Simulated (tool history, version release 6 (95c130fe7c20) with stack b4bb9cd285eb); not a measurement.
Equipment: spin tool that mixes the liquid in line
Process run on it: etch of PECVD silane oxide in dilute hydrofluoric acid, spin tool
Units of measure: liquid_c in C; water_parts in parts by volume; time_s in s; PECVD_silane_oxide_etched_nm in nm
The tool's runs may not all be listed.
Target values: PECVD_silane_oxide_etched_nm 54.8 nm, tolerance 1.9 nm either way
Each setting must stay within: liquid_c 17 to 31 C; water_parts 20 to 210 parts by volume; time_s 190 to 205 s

Run 1, hour 0: liquid_c 23 C, water_parts 115 parts by volume, time_s 190 s. Result: PECVD_silane_oxide_etched_nm 25.282 nm.
Run 2, hour 3.7: liquid_c 23 C, water_parts 130 parts by volume, time_s 190 s. Result: PECVD_silane_oxide_etched_nm 22.73 nm.
Run 3, hour 10.8: liquid_c 23 C, water_parts 130 parts by volume, time_s 190 s. Result: PECVD_silane_oxide_etched_nm 22.527 nm.
Run 4, hour 18.7: liquid_c 26 C, water_parts 130 parts by volume, time_s 190 s. Result: PECVD_silane_oxide_etched_nm 25.085 nm.
Run 5, hour 25.5: liquid_c 27.5 C, water_parts 110 parts by volume, time_s 190 s. Result: PECVD_silane_oxide_etched_nm 31.954 nm.
Run 6, hour 27.5: liquid_c 27.5 C, water_parts 110 parts by volume, time_s 205 s. Result: PECVD_silane_oxide_etched_nm 35.72 nm.
Run 7, hour 30.7: liquid_c 31 C, water_parts 75 parts by volume, time_s 205 s. Result: PECVD_silane_oxide_etched_nm 61.287 nm.
Run 8, hour 36.3: liquid_c 30 C, water_parts 75 parts by volume, time_s 205 s. Result: PECVD_silane_oxide_etched_nm 58.29 nm.

Exercise: of the 5 proposed moves below, exactly one satisfies all targets within the stated allowed misses. Which move is it?
Run A, hour 41.9: liquid_c 31 C, water_parts 75 parts by volume, time_s 205 s. Result: PECVD_silane_oxide_etched_nm ?.
Run B, hour 41.9: liquid_c 29.5 C, water_parts 85 parts by volume, time_s 205 s. Result: PECVD_silane_oxide_etched_nm ?.
Run C, hour 41.9: liquid_c 31 C, water_parts 80 parts by volume, time_s 195 s. Result: PECVD_silane_oxide_etched_nm ?.
Run D, hour 41.9: liquid_c 31 C, water_parts 75 parts by volume, time_s 195 s. Result: PECVD_silane_oxide_etched_nm ?.
Run E, hour 41.9: liquid_c 28 C, water_parts 65 parts by volume, time_s 190 s. Result: PECVD_silane_oxide_etched_nm ?.

move  PECVD_silane_oxide_etched_nm
   A                         61.38
   B                        50.406
   C                        54.327
   D                        58.386
   E                        59.316
A: the biggest miss grows against the last run
B: moves the result that the last run missed by most past its target, out the other side
C: each result inside its tolerance
D: neither nearer nor further off than the last run
E: the biggest miss grows against the last run
Move C is the one to make.
